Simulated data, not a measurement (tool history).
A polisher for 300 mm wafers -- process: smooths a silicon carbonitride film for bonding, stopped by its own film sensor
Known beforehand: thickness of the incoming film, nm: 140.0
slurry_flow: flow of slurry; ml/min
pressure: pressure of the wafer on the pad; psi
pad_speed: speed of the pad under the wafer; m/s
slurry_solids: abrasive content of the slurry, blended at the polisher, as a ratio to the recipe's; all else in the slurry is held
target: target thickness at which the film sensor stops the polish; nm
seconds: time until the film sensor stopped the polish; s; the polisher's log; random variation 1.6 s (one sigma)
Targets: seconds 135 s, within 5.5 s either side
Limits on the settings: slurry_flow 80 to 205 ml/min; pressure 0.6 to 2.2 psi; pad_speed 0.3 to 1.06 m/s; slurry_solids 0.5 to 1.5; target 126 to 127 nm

{"run": 1, "hour": 0.0, "slurry_flow": 135, "pressure": 1.4, "pad_speed": 0.68, "slurry_solids": 1, "target": 127, "seconds": 83.199}
{"run": 2, "hour": 6.2, "slurry_flow": 135, "pressure": 1.4, "pad_speed": 0.68, "slurry_solids": 1.2, "target": 127, "seconds": 77.172}
{"run": 3, "hour": 7.0, "slurry_flow": 135, "pressure": 1.2, "pad_speed": 0.68, "slurry_solids": 1.2, "target": 127, "seconds": 87.234}
{"run": 4, "hour": 15.6, "slurry_flow": 135, "pressure": 1, "pad_speed": 0.68, "slurry_solids": 1.2, "target": 127, "seconds": 105.57}
{"run": 5, "hour": 17.1, "slurry_flow": 135, "pressure": 1, "pad_speed": 0.52, "slurry_solids": 1.2, "target": 127, "seconds": 126.36}
{"run": 6, "hour": 24.9, "slurry_flow": 135, "pressure": 1, "pad_speed": 0.52, "slurry_solids": 1.2, "target": 127, "seconds": 122.89}
{"run": 7, "hour": 25.5, "slurry_flow": 130, "pressure": 1, "pad_speed": 0.52, "slurry_solids": 1.2, "target": 127, "seconds": 127.69}
{"run": 8, "hour": 29.5, "slurry_flow": 125, "pressure": 1, "pad_speed": 0.52, "slurry_solids": 1.2, "target": 127, "seconds": 124.4}
{"run": 9, "hour": 34.6, "slurry_flow": 125, "pressure": 0.9, "pad_speed": 0.52, "slurry_solids": 1.2, "target": 127, "seconds": 142.4}
{"run": 10, "hour": 36.1, "slurry_flow": 130, "pressure": 1, "pad_speed": 0.52, "slurry_solids": 1.2, "target": 127, "seconds": 127.74}

Of the 4 settings listed for the next run, only one would bring every result within its allowed miss of target. Which one?
{"run": "A", "hour": 37.6, "slurry_flow": 135, "pressure": 0.9, "pad_speed": 0.66, "slurry_solids": 1.05, "target": 127, "seconds": "?"}
{"run": "B", "hour": 37.6, "slurry_flow": 155, "pressure": 1, "pad_speed": 0.44, "slurry_solids": 1.15, "target": 126, "seconds": "?"}
{"run": "C", "hour": 37.6, "slurry_flow": 145, "pressure": 1, "pad_speed": 0.48, "slurry_solids": 1.1, "target": 127, "seconds": "?"}
{"run": "D", "hour": 37.6, "slurry_flow": 125, "pressure": 1.1, "pad_speed": 0.6, "slurry_solids": 1, "target": 126, "seconds": "?"}

move=A seconds=127.66
move=B seconds=154.32
move=C seconds=139.67
move=D seconds=127.8
A: about the same distance from the targets as the last run
B: pushes the last run's worst result past its target
C: every result within its allowed miss
D: about the same distance from the targets as the last run
Move C is the one to make.

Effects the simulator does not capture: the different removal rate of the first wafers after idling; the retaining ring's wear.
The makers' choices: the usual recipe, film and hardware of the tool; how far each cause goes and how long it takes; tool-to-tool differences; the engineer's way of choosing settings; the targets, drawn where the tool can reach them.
